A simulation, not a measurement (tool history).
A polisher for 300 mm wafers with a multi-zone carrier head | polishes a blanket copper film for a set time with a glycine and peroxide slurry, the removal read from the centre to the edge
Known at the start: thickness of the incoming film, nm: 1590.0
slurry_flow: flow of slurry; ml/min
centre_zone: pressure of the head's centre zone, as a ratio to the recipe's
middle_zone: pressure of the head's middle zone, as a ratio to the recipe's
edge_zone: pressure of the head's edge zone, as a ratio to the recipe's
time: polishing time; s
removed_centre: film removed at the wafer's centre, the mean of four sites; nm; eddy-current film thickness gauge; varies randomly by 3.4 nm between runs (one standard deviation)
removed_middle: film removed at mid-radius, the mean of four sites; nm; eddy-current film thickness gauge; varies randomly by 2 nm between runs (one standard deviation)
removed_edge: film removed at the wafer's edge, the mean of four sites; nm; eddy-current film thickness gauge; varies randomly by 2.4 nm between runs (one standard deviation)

| run | hour | slurry_flow | centre_zone | middle_zone | edge_zone | time | removed_centre | removed_middle | removed_edge |
|---|---|---|---|---|---|---|---|---|---|
| 1 | 0 | 215 | 1 | 1 | 1 | 50 | 228.3 | 221.87 | 231.83 |
| 2 | 7.1 | 215 | 0.93 | 1 | 1 | 50 | 214.76 | 218.87 | 225.48 |
| 3 | 13.6 | 225 | 1 | 0.97 | 0.94 | 48 | 218.93 | 204.05 | 210.94 |
| 4 | 18.1 | 225 | 1.02 | 0.95 | 0.9 | 48 | 225.72 | 204.56 | 205.1 |
| 5 | 22.5 | 225 | 1.02 | 0.95 | 0.95 | 48 | 222.56 | 198.75 | 208.87 |
| 6 | 27.9 | 225 | 1.02 | 0.91 | 0.95 | 48 | 224.71 | 197.8 | 213.25 |

Forecast run 7:
| 7 | 34.3 | 225 | 1.04 | 0.9 | 0.92 | 48 | ? | ? | ? |

{"run 7": {"removed_centre": 224.12, "removed_middle": 194.13, "removed_edge": 206.04}}
